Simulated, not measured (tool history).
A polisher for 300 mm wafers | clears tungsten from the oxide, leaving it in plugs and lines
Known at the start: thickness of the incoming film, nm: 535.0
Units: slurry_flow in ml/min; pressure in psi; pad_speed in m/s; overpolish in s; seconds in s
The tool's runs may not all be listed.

run,hour,slurry_flow,pressure,pad_speed,slurry_solids,overpolish,seconds
1,0,135,3.4,1.36,1,36,75.962
2,3.8,135,3.4,1.36,1,36,77.415
3,10.6,135,3.4,1.36,1,36,77.033
4,19.4,135,3.9,1.38,1,36,67.239
5,22.6,135,3.3,1.38,1,36,79.527
6,25.5,155,3.3,1.38,1,36,76.32

Run 7 comes next. What will it give?
7,32.4,170,4.3,1.46,1,36,?

{"run 7": {"seconds": 55.694}}
